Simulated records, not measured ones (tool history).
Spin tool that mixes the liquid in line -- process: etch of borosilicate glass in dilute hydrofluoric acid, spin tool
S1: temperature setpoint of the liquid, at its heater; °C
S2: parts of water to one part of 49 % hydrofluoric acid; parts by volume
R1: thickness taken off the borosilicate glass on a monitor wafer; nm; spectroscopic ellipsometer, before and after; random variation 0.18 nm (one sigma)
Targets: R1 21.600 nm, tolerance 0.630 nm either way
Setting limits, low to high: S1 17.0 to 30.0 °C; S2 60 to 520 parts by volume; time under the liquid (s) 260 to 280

run 1 day=0.000 | S1=22.0 S2=290 time_under_the_liquid_(s)=260 | R1=32.151
run 2 day=0.079 | S1=21.0 S2=300 time_under_the_liquid_(s)=260 | R1=29.033
run 3 day=0.229 | S1=20.5 S2=305 time_under_the_liquid_(s)=260 | R1=27.938
run 4 day=0.392 | S1=17.0 S2=305 time_under_the_liquid_(s)=260 | R1=24.692
run 5 day=0.725 | S1=17.0 S2=375 time_under_the_liquid_(s)=260 | R1=18.905
run 6 day=1.042 | S1=17.0 S2=445 time_under_the_liquid_(s)=260 | R1=15.251
run 7 day=1.125 | S1=17.0 S2=445 time_under_the_liquid_(s)=260 | R1=15.195
run 8 day=1.329 | S1=18.5 S2=445 time_under_the_liquid_(s)=260 | R1=16.147
run 9 day=1.404 | S1=19.5 S2=445 time_under_the_liquid_(s)=260 | R1=16.797
run 10 day=1.771 | S1=20.5 S2=445 time_under_the_liquid_(s)=260 | R1=17.335
run 11 day=1.858 | S1=21.5 S2=445 time_under_the_liquid_(s)=260 | R1=17.663
run 12 day=1.983 | S1=22.5 S2=445 time_under_the_liquid_(s)=260 | R1=18.291
run 13 day=2.296 | S1=23.0 S2=445 time_under_the_liquid_(s)=260 | R1=18.357
run 14 day=2.400 | S1=24.0 S2=445 time_under_the_liquid_(s)=260 | R1=19.328
run 15 day=2.521 | S1=24.5 S2=445 time_under_the_liquid_(s)=260 | R1=19.387

Exactly one of the 4 candidate moves below puts every result within its allowed miss. Which one?
run A day=2.642 | S1=27.5 S2=415 time_under_the_liquid_(s)=260 | R1=?
run B day=2.642 | S1=27.0 S2=465 time_under_the_liquid_(s)=280 | R1=?
run C day=2.642 | S1=23.0 S2=440 time_under_the_liquid_(s)=280 | R1=?
run D day=2.642 | S1=25.5 S2=445 time_under_the_liquid_(s)=260 | R1=?

move=A R1=23.737
move=B R1=21.454
move=C R1=20.430
move=D R1=20.232
A: moves the result that the last run missed by most past its target, out the other side
B: hits every target within its allowed miss
C: closes in on the targets versus the last run, not all within tolerance yet
D: closes in on the targets versus the last run, not all within tolerance yet
The move that meets every target is B.
